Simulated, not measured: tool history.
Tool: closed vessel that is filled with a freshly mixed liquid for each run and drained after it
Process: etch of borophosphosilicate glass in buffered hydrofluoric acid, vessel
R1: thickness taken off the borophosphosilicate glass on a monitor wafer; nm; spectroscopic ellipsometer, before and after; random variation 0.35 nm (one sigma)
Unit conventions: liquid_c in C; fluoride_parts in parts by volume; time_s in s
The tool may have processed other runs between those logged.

Run 1, hour 0.0: liquid_c 22.0 C, fluoride_parts 11.0 parts by volume, time_s 30 s. Result: R1 31.045 nm.
Run 2, hour 6.8: liquid_c 22.0 C, fluoride_parts 10.0 parts by volume, time_s 30 s. Result: R1 34.562 nm.
Run 3, hour 13.5: liquid_c 22.0 C, fluoride_parts 7.5 parts by volume, time_s 30 s. Result: R1 44.658 nm.
Run 4, hour 22.3: liquid_c 25.0 C, fluoride_parts 7.5 parts by volume, time_s 30 s. Result: R1 52.612 nm.
Run 5, hour 26.0: liquid_c 25.0 C, fluoride_parts 5.5 parts by volume, time_s 30 s. Result: R1 69.787 nm.
Run 6, hour 28.8: liquid_c 26.5 C, fluoride_parts 5.5 parts by volume, time_s 30 s. Result: R1 75.793 nm.

The next listed run, before its measurement:
Run 7, hour 35.7: liquid_c 25.5 C, fluoride_parts 5.5 parts by volume, time_s 30 s. Result: R1 ?.

Run 7 gave R1 71.989 nm.
